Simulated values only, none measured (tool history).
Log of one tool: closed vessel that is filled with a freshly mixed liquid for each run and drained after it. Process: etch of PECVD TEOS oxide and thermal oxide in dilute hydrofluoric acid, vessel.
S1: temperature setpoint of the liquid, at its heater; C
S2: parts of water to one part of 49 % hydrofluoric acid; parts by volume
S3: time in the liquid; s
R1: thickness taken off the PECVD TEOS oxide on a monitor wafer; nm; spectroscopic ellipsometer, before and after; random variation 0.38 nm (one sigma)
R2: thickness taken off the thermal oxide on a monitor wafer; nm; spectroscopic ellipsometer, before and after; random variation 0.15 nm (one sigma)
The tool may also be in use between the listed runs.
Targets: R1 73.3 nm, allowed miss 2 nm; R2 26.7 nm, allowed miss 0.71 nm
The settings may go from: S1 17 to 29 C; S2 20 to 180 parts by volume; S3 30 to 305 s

| run | day | S1 | S2 | S3 | R1 | R2 |
|---|---|---|---|---|---|---|
| 1 | 0 | 21 | 100 | 155 | 16.482 | 5.959 |
| 2 | 0.162 | 21 | 100 | 200 | 21.141 | 7.7342 |
| 3 | 0.275 | 23 | 100 | 200 | 22.978 | 8.4548 |
| 4 | 0.542 | 24.5 | 75 | 200 | 33.544 | 12.271 |
| 5 | 0.746 | 26 | 60 | 200 | 45.5 | 16.63 |
| 6 | 0.962 | 26 | 60 | 230 | 52.532 | 19.073 |
| 7 | 1.038 | 27 | 55 | 230 | 59.523 | 21.888 |
| 8 | 1.108 | 27.5 | 50 | 230 | 67.431 | 24.655 |
| 9 | 1.267 | 28 | 50 | 230 | 69.591 | 25.148 |
| 10 | 1.654 | 28.5 | 50 | 230 | 70.774 | 25.61 |

Which of these 5 next moves meets every target?
| A | 2.042 | 26.5 | 45 | 215 | ? | ? |
| B | 2.042 | 26 | 45 | 235 | ? | ? |
| C | 2.042 | 25 | 35 | 175 | ? | ? |
| D | 2.042 | 27.5 | 50 | 235 | ? | ? |
| E | 2.042 | 26 | 45 | 220 | ? | ? |

| move | R1 | R2 |
|---|---|---|
| A | 68.285 | 24.785 |
| B | 73.137 | 26.546 |
| C | 68.153 | 24.737 |
| D | 69.435 | 25.202 |
| E | 68.469 | 24.852 |
A: further off than the last run
B: meets every target
C: further off than the last run
D: further off than the last run
E: further off than the last run
Move B is the one to make.

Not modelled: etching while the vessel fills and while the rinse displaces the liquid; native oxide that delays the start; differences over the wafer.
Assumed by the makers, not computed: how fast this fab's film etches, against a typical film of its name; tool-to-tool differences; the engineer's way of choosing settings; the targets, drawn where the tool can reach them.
